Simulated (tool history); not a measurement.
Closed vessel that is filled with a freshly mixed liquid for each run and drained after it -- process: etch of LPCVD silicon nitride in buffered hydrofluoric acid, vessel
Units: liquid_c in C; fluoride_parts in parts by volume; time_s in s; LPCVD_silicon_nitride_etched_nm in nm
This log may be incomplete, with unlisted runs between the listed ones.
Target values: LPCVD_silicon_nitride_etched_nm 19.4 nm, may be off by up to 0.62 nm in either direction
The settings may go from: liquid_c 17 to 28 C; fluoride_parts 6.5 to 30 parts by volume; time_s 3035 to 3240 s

run,hour,liquid_c,fluoride_parts,time_s,LPCVD_silicon_nitride_etched_nm
1,0,20,18.5,3035,13.28
2,4.1,17.5,18.5,3035,11.449
3,6.7,17.5,18.5,3240,12.228
4,12.8,17.5,18.5,3035,11.489
5,17,17.5,22.5,3035,10.002
6,20.8,17,22.5,3035,9.862
7,26.3,18.5,22,3035,10.868
8,29,20,22,3035,11.654
# hour 37.8: hydrofluoric acid flow meter replaced
9,37.8,21,21.5,3035,13.319
10,47.3,22,21.5,3035,13.886
11,56.6,26,20,3040,18.098
12,64.7,26.5,20,3040,18.427

Exercise: of the 5 proposed moves below, exactly one satisfies all targets within the stated allowed misses. Which move is it?
A,72.8,26.5,21,3065,?
B,72.8,26,21.5,3150,?
C,72.8,26.5,22.5,3100,?
D,72.8,25.5,20.5,3115,?
E,72.8,28,21,3035,?

move,LPCVD_silicon_nitride_etched_nm
A,17.985
B,17.703
C,17.349
D,17.605
E,19.302
A: its largest miss is bigger than the last run's
B: its largest miss is bigger than the last run's
C: its largest miss is bigger than the last run's
D: its largest miss is bigger than the last run's
E: in spec on every target
Correct choice: E, which meets every target

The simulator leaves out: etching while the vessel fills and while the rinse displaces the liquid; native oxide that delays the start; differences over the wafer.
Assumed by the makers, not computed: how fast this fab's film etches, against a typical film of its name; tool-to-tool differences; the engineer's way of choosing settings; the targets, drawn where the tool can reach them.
